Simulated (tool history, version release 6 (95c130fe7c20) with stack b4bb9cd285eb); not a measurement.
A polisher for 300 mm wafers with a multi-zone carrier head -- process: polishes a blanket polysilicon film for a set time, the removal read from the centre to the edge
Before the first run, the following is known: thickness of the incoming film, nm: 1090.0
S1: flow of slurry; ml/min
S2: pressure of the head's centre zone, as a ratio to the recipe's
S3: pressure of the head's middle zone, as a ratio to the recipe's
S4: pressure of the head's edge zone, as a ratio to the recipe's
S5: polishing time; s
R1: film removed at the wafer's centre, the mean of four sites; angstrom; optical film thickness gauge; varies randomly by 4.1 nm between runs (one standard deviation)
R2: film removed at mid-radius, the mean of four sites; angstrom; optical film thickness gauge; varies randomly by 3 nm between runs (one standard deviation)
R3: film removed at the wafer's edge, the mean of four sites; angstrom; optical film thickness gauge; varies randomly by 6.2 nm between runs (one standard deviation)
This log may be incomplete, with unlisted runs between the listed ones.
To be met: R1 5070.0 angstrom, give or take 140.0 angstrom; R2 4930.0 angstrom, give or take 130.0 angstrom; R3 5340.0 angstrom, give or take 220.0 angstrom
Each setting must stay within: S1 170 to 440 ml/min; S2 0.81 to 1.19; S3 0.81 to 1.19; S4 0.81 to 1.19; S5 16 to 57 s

| run | day | S1 | S2 | S3 | S4 | S5 | R1 | R2 | R3 |
|---|---|---|---|---|---|---|---|---|---|
| 1 | 0.000 | 280 | 1.00 | 1.00 | 1.00 | 36 | 3998.4 | 3939.0 | 4161.8 |
| 2 | 0.038 | 280 | 1.08 | 1.00 | 1.00 | 36 | 4237.2 | 3922.2 | 4135.1 |
| 3 | 0.146 | 250 | 1.08 | 1.00 | 1.00 | 36 | 4208.2 | 3883.1 | 4140.6 |
| 4 | 0.292 | 235 | 1.09 | 1.02 | 1.04 | 38 | 4437.2 | 4128.6 | 4386.4 |
| 5 | 0.562 | 245 | 1.08 | 1.03 | 1.08 | 40 | 4622.7 | 4410.8 | 4642.6 |
| 6 | 0.638 | 245 | 1.07 | 1.03 | 1.10 | 41 | 4746.0 | 4546.5 | 4885.9 |
| 7 | 0.721 | 265 | 1.07 | 1.04 | 1.13 | 41 | 4852.1 | 4635.1 | 5028.4 |
| 8 | 0.762 | 280 | 1.07 | 1.05 | 1.14 | 41 | 4791.1 | 4704.4 | 5062.2 |
| 9 | 0.808 | 295 | 1.08 | 1.05 | 1.15 | 41 | 4880.8 | 4779.2 | 5099.7 |
| 10 | 1.129 | 305 | 1.08 | 1.05 | 1.16 | 41 | 4886.8 | 4761.2 | 5016.5 |

5 next moves are on the table. One of them brings every result within its allowed miss. Which?
| A | 1.450 | 380 | 1.06 | 1.05 | 1.19 | 42 | ? | ? | ? |
| B | 1.450 | 375 | 1.02 | 1.01 | 1.14 | 47 | ? | ? | ? |
| C | 1.450 | 270 | 1.11 | 1.08 | 1.12 | 41 | ? | ? | ? |
| D | 1.450 | 380 | 1.04 | 1.08 | 1.15 | 43 | ? | ? | ? |
| E | 1.450 | 305 | 0.93 | 0.93 | 1.15 | 47 | ? | ? | ? |

| move | R1 | R2 | R3 |
|---|---|---|---|
| A | 5022.1 | 4929.5 | 5320.8 |
| B | 5444.5 | 5333.1 | 5830.8 |
| C | 4900.3 | 4764.3 | 4914.1 |
| D | 5066.1 | 5170.2 | 5356.3 |
| E | 4959.9 | 4883.2 | 5775.6 |
A: every result within its allowed miss
B: takes the result that was furthest off past its target
C: the biggest miss grows against the last run
D: brings the last run's worst result on target, with another outside its allowed miss
E: takes the result that was furthest off past its target
A is the move that brings every result within its allowed miss.

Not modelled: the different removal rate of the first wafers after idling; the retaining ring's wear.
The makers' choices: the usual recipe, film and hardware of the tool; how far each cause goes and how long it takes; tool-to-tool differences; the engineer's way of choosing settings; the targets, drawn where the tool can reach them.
